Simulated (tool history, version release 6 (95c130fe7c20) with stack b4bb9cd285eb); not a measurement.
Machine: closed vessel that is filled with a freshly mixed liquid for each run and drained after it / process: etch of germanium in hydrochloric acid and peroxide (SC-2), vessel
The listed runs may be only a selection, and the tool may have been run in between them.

run  hour  temperature setpoint of the liquid (K)  parts of water to one part each of 37 % hydrochloric acid and 30 % peroxide (parts by volume)  time in the liquid (s)  thickness taken off the germanium on a monitor wafer (nm)
  1   0.0                                  328.15                                                                                            7.0                      30                                                     53.415
  2   2.1                                  328.15                                                                                            4.5                      30                                                     54.450
  3   8.6                                  328.15                                                                                            4.5                      30                                                     54.535
  4  15.9                                  326.15                                                                                            4.5                      30                                                     51.406
  5  17.5                                  330.65                                                                                            4.5                      30                                                     59.680
  6  19.0                                  330.65                                                                                            5.5                      30                                                     58.723
  7  20.4                                  328.15                                                                                            5.5                      30                                                     53.560
  8  28.0                                  326.15                                                                                            5.5                      30                                                     51.037
  9  34.4                                  324.15                                                                                            5.5                      30                                                     47.957
 10  43.3                                  322.65                                                                                            5.5                      30                                                     45.188
 11  51.8                                  321.65                                                                                            5.5                      30                                                     43.279
 12  56.1                                  320.65                                                                                            5.5                      30                                                     42.466

What does the tool deliver on the next run?
 13  57.3                                  320.15                                                                                            5.5                      30                                                          ?

thickness taken off the germanium on a monitor wafer (nm): 42.229
